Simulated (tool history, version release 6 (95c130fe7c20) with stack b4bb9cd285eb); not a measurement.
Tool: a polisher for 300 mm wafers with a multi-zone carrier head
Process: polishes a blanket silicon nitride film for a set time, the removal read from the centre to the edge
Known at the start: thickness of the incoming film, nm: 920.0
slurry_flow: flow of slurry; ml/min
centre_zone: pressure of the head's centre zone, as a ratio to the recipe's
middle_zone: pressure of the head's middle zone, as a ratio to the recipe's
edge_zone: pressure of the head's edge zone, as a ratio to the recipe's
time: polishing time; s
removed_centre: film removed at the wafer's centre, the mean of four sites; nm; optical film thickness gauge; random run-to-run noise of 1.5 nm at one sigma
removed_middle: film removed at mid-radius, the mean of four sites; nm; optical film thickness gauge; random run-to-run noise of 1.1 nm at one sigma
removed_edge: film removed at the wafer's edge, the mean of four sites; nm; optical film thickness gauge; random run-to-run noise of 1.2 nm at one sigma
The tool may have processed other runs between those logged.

| run | hour | slurry_flow | centre_zone | middle_zone | edge_zone | time | removed_centre | removed_middle | removed_edge |
|---|---|---|---|---|---|---|---|---|---|
| 1 | 0.0 | 175 | 1.00 | 1.00 | 1.00 | 43 | 89.257 | 90.694 | 86.326 |
| 2 | 0.6 | 180 | 1.01 | 0.98 | 1.05 | 46 | 97.085 | 94.417 | 94.453 |
| 3 | 4.2 | 185 | 1.01 | 0.97 | 1.08 | 49 | 103.940 | 102.680 | 102.140 |
| 4 | 7.0 | 190 | 1.01 | 0.94 | 1.11 | 51 | 108.410 | 103.720 | 107.480 |
| 5 | 9.5 | 190 | 1.05 | 0.94 | 1.11 | 51 | 114.880 | 104.340 | 109.120 |
| 6 | 17.1 | 190 | 1.05 | 0.89 | 1.11 | 51 | 111.800 | 98.225 | 108.780 |
| 7 | 24.4 | 195 | 1.04 | 0.89 | 1.13 | 52 | 116.470 | 100.470 | 114.060 |

What does the tool deliver on the next run?
| 8 | 30.1 | 205 | 1.03 | 0.90 | 1.15 | 52 | ? | ? | ? |

removed_centre: 114.670 nm
removed_middle: 101.100 nm
removed_edge: 112.980 nm
